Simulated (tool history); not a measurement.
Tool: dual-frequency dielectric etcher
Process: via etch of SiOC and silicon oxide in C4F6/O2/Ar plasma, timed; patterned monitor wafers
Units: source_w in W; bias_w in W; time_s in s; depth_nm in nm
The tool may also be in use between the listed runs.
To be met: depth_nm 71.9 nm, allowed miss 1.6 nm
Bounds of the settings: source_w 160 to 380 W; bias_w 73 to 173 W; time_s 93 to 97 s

{"run": 1, "hour": 0.0, "source_w": 270, "bias_w": 123, "time_s": 93, "depth_nm": 85.66}
{"run": 2, "hour": 2.9, "source_w": 270, "bias_w": 123, "time_s": 97, "depth_nm": 88.648}
{"run": 3, "hour": 11.2, "source_w": 240, "bias_w": 115, "time_s": 96.5, "depth_nm": 80.832}
{"run": 4, "hour": 16.0, "source_w": 240, "bias_w": 125, "time_s": 96.5, "depth_nm": 83.874}
{"run": 5, "hour": 19.4, "source_w": 210, "bias_w": 125, "time_s": 96.5, "depth_nm": 78.551}
{"run": 6, "hour": 20.5, "source_w": 210, "bias_w": 125, "time_s": 97, "depth_nm": 79.137}
{"run": 7, "hour": 27.2, "source_w": 200, "bias_w": 124, "time_s": 97, "depth_nm": 77.258}
{"run": 8, "hour": 31.7, "source_w": 190, "bias_w": 123, "time_s": 97, "depth_nm": 74.178}

4 next moves are on the table. One of them brings every result within its allowed miss. Which?
{"run": "A", "hour": 36.2, "source_w": 210, "bias_w": 114, "time_s": 96, "depth_nm": "?"}
{"run": "B", "hour": 36.2, "source_w": 180, "bias_w": 128, "time_s": 94.5, "depth_nm": "?"}
{"run": "C", "hour": 36.2, "source_w": 210, "bias_w": 122, "time_s": 95, "depth_nm": "?"}
{"run": "D", "hour": 36.2, "source_w": 200, "bias_w": 118, "time_s": 97, "depth_nm": "?"}

move=A depth_nm=75.374
move=B depth_nm=72.324
move=C depth_nm=76.752
move=D depth_nm=75.486
A: further off than the last run
B: meets every target
C: further off than the last run
D: further off than the last run
The right move is B.

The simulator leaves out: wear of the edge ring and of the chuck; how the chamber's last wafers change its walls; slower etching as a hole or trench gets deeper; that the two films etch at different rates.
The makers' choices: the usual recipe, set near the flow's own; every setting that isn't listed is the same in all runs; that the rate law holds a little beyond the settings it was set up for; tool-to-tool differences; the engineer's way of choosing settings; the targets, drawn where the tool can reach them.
